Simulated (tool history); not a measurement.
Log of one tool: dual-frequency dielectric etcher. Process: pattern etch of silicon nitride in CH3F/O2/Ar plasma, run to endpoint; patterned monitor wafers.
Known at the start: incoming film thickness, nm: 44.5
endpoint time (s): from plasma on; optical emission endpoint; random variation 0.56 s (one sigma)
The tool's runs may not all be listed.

Run 1, hour 0.0: source power (kW) 0.390, bias power (kW) 0.079. Result: endpoint time (s) 56.894.
Run 2, hour 4.3: source power (kW) 0.330, bias power (kW) 0.079. Result: endpoint time (s) 58.978.
Run 3, hour 5.1: source power (kW) 0.300, bias power (kW) 0.079. Result: endpoint time (s) 60.693.
Run 4, hour 8.9: source power (kW) 0.370, bias power (kW) 0.079. Result: endpoint time (s) 57.989.
Run 5, hour 13.5: source power (kW) 0.430, bias power (kW) 0.079. Result: endpoint time (s) 56.329.
Run 6, hour 20.5: source power (kW) 0.430, bias power (kW) 0.093. Result: endpoint time (s) 53.274.

Run 7 comes next. What will it give?
Run 7, hour 25.0: source power (kW) 0.390, bias power (kW) 0.084. Result: endpoint time (s) ?.

{"run 7": {"endpoint time (s)": 55.396}}

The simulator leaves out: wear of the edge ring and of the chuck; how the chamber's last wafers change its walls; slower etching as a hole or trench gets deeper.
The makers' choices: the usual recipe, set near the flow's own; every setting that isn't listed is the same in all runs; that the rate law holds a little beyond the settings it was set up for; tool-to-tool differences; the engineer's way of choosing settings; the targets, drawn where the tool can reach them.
